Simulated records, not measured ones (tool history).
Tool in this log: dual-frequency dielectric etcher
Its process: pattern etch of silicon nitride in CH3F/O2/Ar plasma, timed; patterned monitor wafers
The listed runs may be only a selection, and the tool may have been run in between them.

run	hour	source power (kW)	bias power (kW)	etch time (s)	mean etch depth across the wafer (angstrom)
1	0	0.37	0.061	68	437.05
2	2.7	0.33	0.058	68	404.51
3	3.6	0.27	0.058	68	349.57
4	12	0.28	0.058	68	353.7
5	15.1	0.24	0.058	68	317.19
6	19.7	0.24	0.058	68	317.75
7	21.2	0.26	0.058	68	336.75
8	22.1	0.26	0.058	68	337.78
9	25.2	0.27	0.058	68	351.9

Estimate the outcome of run 10 from the log above:
10	29.8	0.28	0.058	68	?

{"run 10": {"mean etch depth across the wafer (angstrom)": 358.02}}
